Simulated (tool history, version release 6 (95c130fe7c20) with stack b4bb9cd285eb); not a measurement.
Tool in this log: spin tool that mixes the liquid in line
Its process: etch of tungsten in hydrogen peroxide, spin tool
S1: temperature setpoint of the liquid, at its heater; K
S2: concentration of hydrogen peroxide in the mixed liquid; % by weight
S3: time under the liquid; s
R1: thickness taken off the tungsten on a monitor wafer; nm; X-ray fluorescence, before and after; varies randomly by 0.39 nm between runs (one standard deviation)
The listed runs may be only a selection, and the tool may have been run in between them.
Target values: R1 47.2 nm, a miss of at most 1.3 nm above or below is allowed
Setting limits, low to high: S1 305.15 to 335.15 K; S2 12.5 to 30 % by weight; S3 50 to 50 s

| run | hour | S1 | S2 | S3 | R1 |
|---|---|---|---|---|---|
| 1 | 0 | 319.15 | 24.5 | 50 | 73.458 |
| 2 | 1.5 | 319.15 | 24.5 | 50 | 72.202 |
| 3 | 4.8 | 319.15 | 26.5 | 50 | 75.473 |
| 4 | 11.3 | 317.65 | 26.5 | 50 | 68.247 |
| 5 | 20.1 | 317.65 | 30 | 50 | 72.255 |
| 6 | 24.4 | 314.65 | 30 | 50 | 59.474 |
| 7 | 32.2 | 314.15 | 30 | 50 | 57.306 |
| 8 | 33.7 | 313.65 | 30 | 50 | 56.412 |
| 9 | 41.5 | 313.15 | 30 | 50 | 53.363 |

Exercise: of the 4 proposed moves below, exactly one satisfies all targets within the stated allowed misses. Which move is it?
| A | 49.3 | 310.15 | 30 | 50 | ? |
| B | 49.3 | 310.65 | 28.5 | 50 | ? |
| C | 49.3 | 309.65 | 30 | 50 | ? |
| D | 49.3 | 311.15 | 30 | 50 | ? |

| move | R1 |
|---|---|
| A | 44.872 |
| B | 45.209 |
| C | 43.406 |
| D | 47.941 |
A: takes the result that was furthest off past its target
B: takes the result that was furthest off past its target
C: takes the result that was furthest off past its target
D: each result inside its tolerance
The move that meets every target is D.
